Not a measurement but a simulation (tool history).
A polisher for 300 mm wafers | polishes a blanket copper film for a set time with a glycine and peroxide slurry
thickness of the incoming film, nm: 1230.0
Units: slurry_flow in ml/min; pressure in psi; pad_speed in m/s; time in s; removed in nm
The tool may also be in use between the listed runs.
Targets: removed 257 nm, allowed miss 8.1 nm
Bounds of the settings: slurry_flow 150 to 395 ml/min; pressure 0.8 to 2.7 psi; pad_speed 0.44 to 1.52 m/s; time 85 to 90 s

{"run": 1, "hour": 0.0, "slurry_flow": 250, "pressure": 1.7, "pad_speed": 0.98, "time": 85, "removed": 341.72}
{"run": 2, "hour": 2.1, "slurry_flow": 200, "pressure": 1.7, "pad_speed": 0.98, "time": 85, "removed": 333.16}
{"run": 3, "hour": 10.9, "slurry_flow": 200, "pressure": 1.9, "pad_speed": 0.98, "time": 85, "removed": 359.93}
{"run": 4, "hour": 19.7, "slurry_flow": 200, "pressure": 1.9, "pad_speed": 0.98, "time": 85, "removed": 363.25}
{"run": 5, "hour": 27.5, "slurry_flow": 200, "pressure": 1.9, "pad_speed": 0.82, "time": 85, "removed": 326.01}
{"run": 6, "hour": 34.7, "slurry_flow": 200, "pressure": 1.8, "pad_speed": 0.82, "time": 85, "removed": 310.7}
{"run": 7, "hour": 41.0, "slurry_flow": 200, "pressure": 1.7, "pad_speed": 0.82, "time": 85, "removed": 305.26}
{"run": 8, "hour": 49.4, "slurry_flow": 200, "pressure": 1.6, "pad_speed": 0.82, "time": 85, "removed": 290.14}
{"run": 9, "hour": 50.9, "slurry_flow": 200, "pressure": 1.4, "pad_speed": 0.82, "time": 85, "removed": 267.08}
{"run": 10, "hour": 59.9, "slurry_flow": 200, "pressure": 1.4, "pad_speed": 0.82, "time": 85, "removed": 266.99}

Which of these 4 next moves meets every target?
{"run": "A", "hour": 68.9, "slurry_flow": 155, "pressure": 1.7, "pad_speed": 0.6, "time": 88, "removed": "?"}
{"run": "B", "hour": 68.9, "slurry_flow": 160, "pressure": 1.5, "pad_speed": 0.9, "time": 85, "removed": "?"}
{"run": "C", "hour": 68.9, "slurry_flow": 200, "pressure": 1.9, "pad_speed": 0.6, "time": 87, "removed": "?"}
{"run": "D", "hour": 68.9, "slurry_flow": 220, "pressure": 1.4, "pad_speed": 0.88, "time": 85, "removed": "?"}

move=A removed=254.43
move=B removed=281.12
move=C removed=282.46
move=D removed=280.14
A: meets every target
B: further off than the last run
C: further off than the last run
D: further off than the last run
Answer: A

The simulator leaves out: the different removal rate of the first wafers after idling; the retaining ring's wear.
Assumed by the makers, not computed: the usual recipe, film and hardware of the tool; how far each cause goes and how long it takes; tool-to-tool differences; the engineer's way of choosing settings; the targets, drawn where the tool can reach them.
